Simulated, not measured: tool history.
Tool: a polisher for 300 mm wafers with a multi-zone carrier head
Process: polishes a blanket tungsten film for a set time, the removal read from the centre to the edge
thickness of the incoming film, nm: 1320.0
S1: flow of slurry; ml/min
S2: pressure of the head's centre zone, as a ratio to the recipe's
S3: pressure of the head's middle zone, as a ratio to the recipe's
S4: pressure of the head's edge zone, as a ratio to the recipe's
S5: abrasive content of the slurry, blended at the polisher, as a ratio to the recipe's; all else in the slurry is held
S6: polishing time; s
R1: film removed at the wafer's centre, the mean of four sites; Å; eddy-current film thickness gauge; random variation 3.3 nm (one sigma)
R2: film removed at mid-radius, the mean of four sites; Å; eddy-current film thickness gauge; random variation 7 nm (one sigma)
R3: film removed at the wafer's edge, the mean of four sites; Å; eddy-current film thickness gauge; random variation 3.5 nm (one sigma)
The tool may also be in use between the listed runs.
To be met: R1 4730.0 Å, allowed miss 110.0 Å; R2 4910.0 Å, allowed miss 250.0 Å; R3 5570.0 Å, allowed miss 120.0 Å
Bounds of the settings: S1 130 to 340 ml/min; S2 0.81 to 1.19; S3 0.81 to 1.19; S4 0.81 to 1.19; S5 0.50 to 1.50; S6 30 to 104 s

run	hour	S1	S2	S3	S4	S5	S6	R1	R2	R3
1	0.0	220	1.00	1.00	1.00	1.00	67	4129.4	4206.7	4190.2
2	2.4	220	1.00	1.00	1.00	1.00	57	3557.0	3614.3	3622.4
3	3.2	220	1.00	1.08	1.00	1.00	57	3527.4	3784.6	3540.3
4	7.4	225	0.99	1.06	1.03	1.10	59	3715.0	4031.1	3904.2
5	9.4	225	1.04	1.06	1.03	1.10	59	3940.2	4022.1	3886.8
6	17.5	225	1.04	1.06	1.10	1.10	59	3949.0	4084.7	3940.9
7	20.1	235	1.03	1.04	1.11	1.15	60	4018.7	4163.8	4140.9
8	28.8	245	1.02	1.02	1.12	1.20	61	4152.3	4145.7	4247.5
9	31.5	240	1.00	1.01	1.13	1.25	63	4238.1	4367.7	4517.4
10	40.3	240	0.99	1.00	1.14	1.30	64	4284.7	4499.4	4708.0
11	45.4	240	0.99	0.99	1.15	1.35	65	4341.6	4473.2	4828.0
12	49.1	245	0.98	0.99	1.16	1.35	66	4511.8	4562.8	4917.3
13	57.0	245	0.97	0.99	1.16	1.35	67	4497.4	4713.9	4993.0
14	65.8	250	0.96	0.98	1.16	1.35	67	4490.3	4710.0	4998.0
15	68.3	280	0.90	0.90	1.19	1.50	71	4559.4	4797.2	5569.0
16	72.8	280	0.90	0.90	1.19	1.50	71	4602.8	4782.2	5641.7

Which of these 5 next moves meets every target?
A	77.3	335	0.87	0.91	1.17	1.50	71	?	?	?
B	77.3	210	0.87	0.94	1.16	1.45	74	?	?	?
C	77.3	290	0.87	0.81	1.19	1.50	70	?	?	?
D	77.3	275	0.93	0.81	1.19	1.50	71	?	?	?
E	77.3	310	0.91	0.90	1.15	1.50	71	?	?	?

move	R1	R2	R3
A	4489.9	4895.7	5588.3
B	4360.4	4898.8	5506.3
C	4355.6	4375.8	5505.5
D	4695.0	4411.4	5559.5
E	4660.2	4820.2	5508.3
A: further off than the last run
B: further off than the last run
C: further off than the last run
D: brings the result that was furthest off to its target, and leaves another outside
E: meets every target
The right move is E.
